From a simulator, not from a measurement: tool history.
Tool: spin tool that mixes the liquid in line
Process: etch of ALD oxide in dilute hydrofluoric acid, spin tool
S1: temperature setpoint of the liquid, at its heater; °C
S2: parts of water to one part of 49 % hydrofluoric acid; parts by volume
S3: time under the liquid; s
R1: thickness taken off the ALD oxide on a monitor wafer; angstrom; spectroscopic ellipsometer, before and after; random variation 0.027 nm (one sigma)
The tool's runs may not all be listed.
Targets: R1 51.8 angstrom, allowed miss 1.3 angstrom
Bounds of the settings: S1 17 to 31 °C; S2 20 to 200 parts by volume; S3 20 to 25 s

run 1 hour=0 | S1=23 S2=110 S3=25 | R1=32.419
run 2 hour=1.4 | S1=23 S2=145 S3=25 | R1=23.48
run 3 hour=4.1 | S1=23 S2=160 S3=25 | R1=20.755
run 4 hour=9.9 | S1=24.5 S2=150 S3=25 | R1=23.96
run 5 hour=16.2 | S1=24.5 S2=165 S3=25 | R1=21.274
run 6 hour=21.5 | S1=21.5 S2=165 S3=25 | R1=19.139
run 7 hour=24.5 | S1=23 S2=150 S3=25 | R1=22.624
run 8 hour=32.6 | S1=24.5 S2=140 S3=25 | R1=26.127
run 9 hour=40.8 | S1=28.5 S2=95 S3=25 | R1=47.042
run 10 hour=46.7 | S1=29 S2=95 S3=25 | R1=47.696
run 11 hour=54.9 | S1=29.5 S2=95 S3=25 | R1=49.217
run 12 hour=63 | S1=30 S2=95 S3=25 | R1=49.931

Which of these 5 next moves meets every target?
run A hour=71.1 | S1=27.5 S2=85 S3=25 | R1=?
run B hour=71.1 | S1=31 S2=100 S3=25 | R1=?
run C hour=71.1 | S1=30.5 S2=100 S3=25 | R1=?
run D hour=71.1 | S1=27.5 S2=90 S3=25 | R1=?
run E hour=71.1 | S1=31 S2=105 S3=25 | R1=?

move=A R1=50.725
move=B R1=48.221
move=C R1=47.332
move=D R1=47.582
move=E R1=45.595
A: meets every target
B: further off than the last run
C: further off than the last run
D: further off than the last run
E: further off than the last run
The right move is A.

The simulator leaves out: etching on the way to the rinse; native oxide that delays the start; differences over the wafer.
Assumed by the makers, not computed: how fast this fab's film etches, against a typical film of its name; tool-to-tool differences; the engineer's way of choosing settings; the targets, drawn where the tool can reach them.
